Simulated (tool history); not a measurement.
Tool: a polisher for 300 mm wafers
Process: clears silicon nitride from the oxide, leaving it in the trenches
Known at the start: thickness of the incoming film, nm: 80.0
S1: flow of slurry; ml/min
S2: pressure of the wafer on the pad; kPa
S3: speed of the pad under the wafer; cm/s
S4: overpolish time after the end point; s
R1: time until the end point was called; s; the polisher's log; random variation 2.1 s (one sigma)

run 1 hour=0 | S1=295 S2=19.3 S3=128 S4=18 | R1=74.825
run 2 hour=3.6 | S1=295 S2=19.3 S3=128 S4=18 | R1=75.869
run 3 hour=12.5 | S1=295 S2=19.3 S3=108 S4=18 | R1=91.095
run 4 hour=20.9 | S1=295 S2=19.3 S3=108 S4=19 | R1=87.835
run 5 hour=24.9 | S1=295 S2=19.3 S3=120 S4=19 | R1=79.383
run 6 hour=32.9 | S1=295 S2=18.6 S3=120 S4=19 | R1=84.958

The next listed run, before its measurement:
run 7 hour=37.6 | S1=295 S2=17.9 S3=120 S4=19 | R1=?

Run 7 gave R1 82.823 s.
